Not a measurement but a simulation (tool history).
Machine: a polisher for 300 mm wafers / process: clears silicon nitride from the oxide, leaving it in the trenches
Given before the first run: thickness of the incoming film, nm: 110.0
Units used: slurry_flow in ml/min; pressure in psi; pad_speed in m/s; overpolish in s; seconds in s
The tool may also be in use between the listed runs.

| run | hour | slurry_flow | pressure | pad_speed | overpolish | seconds |
|---|---|---|---|---|---|---|
| 1 | 0.0 | 195 | 3.1 | 0.94 | 16 | 140.33 |
| 2 | 4.2 | 195 | 3.1 | 0.82 | 16 | 161.35 |
| 3 | 6.5 | 195 | 3.1 | 0.82 | 12 | 161.87 |
| 4 | 14.9 | 150 | 3.1 | 0.82 | 12 | 171.74 |
| 5 | 16.5 | 115 | 3.1 | 0.82 | 12 | 180.97 |
| 6 | 17.8 | 115 | 3.1 | 0.60 | 12 | 247.76 |
| 7 | 21.1 | 140 | 3.2 | 0.60 | 12 | 223.34 |
| 8 | 25.0 | 150 | 3.2 | 0.60 | 12 | 219.57 |

What does the tool deliver on the next run?
| 9 | 32.2 | 160 | 3.2 | 0.60 | 12 | ? |

{"run 9": {"seconds": 214.28}}
